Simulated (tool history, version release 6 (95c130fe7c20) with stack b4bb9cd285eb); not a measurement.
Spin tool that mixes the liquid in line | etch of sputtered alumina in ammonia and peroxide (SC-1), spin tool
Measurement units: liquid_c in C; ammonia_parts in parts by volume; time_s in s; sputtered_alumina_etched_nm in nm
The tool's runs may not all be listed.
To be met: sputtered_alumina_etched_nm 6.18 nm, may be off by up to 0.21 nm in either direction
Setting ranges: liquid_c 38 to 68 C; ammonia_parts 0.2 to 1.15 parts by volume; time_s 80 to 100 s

run,hour,liquid_c,ammonia_parts,time_s,sputtered_alumina_etched_nm
1,0,52,0.65,100,4.3159
2,7.7,54,0.65,100,4.8561
3,10.6,54,0.55,100,4.7247
4,13.5,49,0.55,100,3.585
5,20.2,49,0.4,100,3.5608
6,22.3,52,0.4,100,4.1269
7,26.5,54.5,0.4,100,4.6969
8,31.8,56,0.4,100,5.0714
9,37.1,57,0.4,100,5.4097

Exactly one of the 5 candidate moves below puts every result within its allowed miss. Which one?
A,42.4,62,0.4,80,?
B,42.4,59.5,0.4,100,?
C,42.4,60.5,0.5,85,?
D,42.4,62.5,0.35,80,?
E,42.4,61,0.7,80,?

move,sputtered_alumina_etched_nm
A,5.5626
B,6.1197
C,5.5924
D,5.6336
E,5.5738
A: better than the last run, though not everything is in spec
B: in spec on every target
C: better than the last run, though not everything is in spec
D: better than the last run, though not everything is in spec
E: better than the last run, though not everything is in spec
B meets every target.
